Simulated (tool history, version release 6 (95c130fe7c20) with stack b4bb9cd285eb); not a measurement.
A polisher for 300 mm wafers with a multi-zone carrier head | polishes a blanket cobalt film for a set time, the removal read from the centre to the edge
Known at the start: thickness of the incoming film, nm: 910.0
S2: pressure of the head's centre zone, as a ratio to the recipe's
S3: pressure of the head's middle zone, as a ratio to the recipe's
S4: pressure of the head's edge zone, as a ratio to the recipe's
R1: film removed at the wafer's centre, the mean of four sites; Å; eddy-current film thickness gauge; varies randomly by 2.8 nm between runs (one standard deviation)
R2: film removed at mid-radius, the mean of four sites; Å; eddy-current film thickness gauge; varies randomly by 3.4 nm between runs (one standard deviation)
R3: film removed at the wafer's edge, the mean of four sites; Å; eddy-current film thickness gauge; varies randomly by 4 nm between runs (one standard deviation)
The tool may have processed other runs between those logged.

run 1 hour=0 | flow_of_slurry_(ml/min)=215 S2=1 S3=1 S4=1 polishing_time_(s)=38 | R1=2688.3 R2=2696.6 R3=2612.3
run 2 hour=7.4 | flow_of_slurry_(ml/min)=215 S2=1 S3=1 S4=1 polishing_time_(s)=43 | R1=2997.4 R2=2989.5 R3=2934.1
run 3 hour=12.4 | flow_of_slurry_(ml/min)=195 S2=1 S3=1 S4=1 polishing_time_(s)=43 | R1=2972.7 R2=2957.8 R3=2919.4
run 4 hour=20.8 | flow_of_slurry_(ml/min)=210 S2=1.02 S3=0.98 S4=1.04 polishing_time_(s)=43 | R1=3128.5 R2=2872.9 R3=2992.6
run 5 hour=24.7 | flow_of_slurry_(ml/min)=225 S2=1.02 S3=0.98 S4=1.07 polishing_time_(s)=43 | R1=3142.9 R2=2972.1 R3=3089.7
run 6 hour=33.4 | flow_of_slurry_(ml/min)=235 S2=1.03 S3=0.97 S4=1.09 polishing_time_(s)=43 | R1=3159 R2=2963.9 R3=3135.7
run 7 hour=37.9 | flow_of_slurry_(ml/min)=240 S2=1.05 S3=0.96 S4=1.11 polishing_time_(s)=43 | R1=3249.2 R2=2900 R3=3163.6
run 8 hour=42.9 | flow_of_slurry_(ml/min)=250 S2=1.06 S3=0.96 S4=1.12 polishing_time_(s)=43 | R1=3308.3 R2=2988.3 R3=3223.6
run 9 hour=49 | flow_of_slurry_(ml/min)=250 S2=1.06 S3=0.96 S4=1.12 polishing_time_(s)=43 | R1=3246.8 R2=2947.8 R3=3184.5

Expected results for the next run?
run 10 hour=50.9 | flow_of_slurry_(ml/min)=255 S2=1.07 S3=0.96 S4=1.13 polishing_time_(s)=43 | R1=? R2=? R3=?

R1: 3351.7 Å
R2: 2917 Å
R3: 3171.5 Å
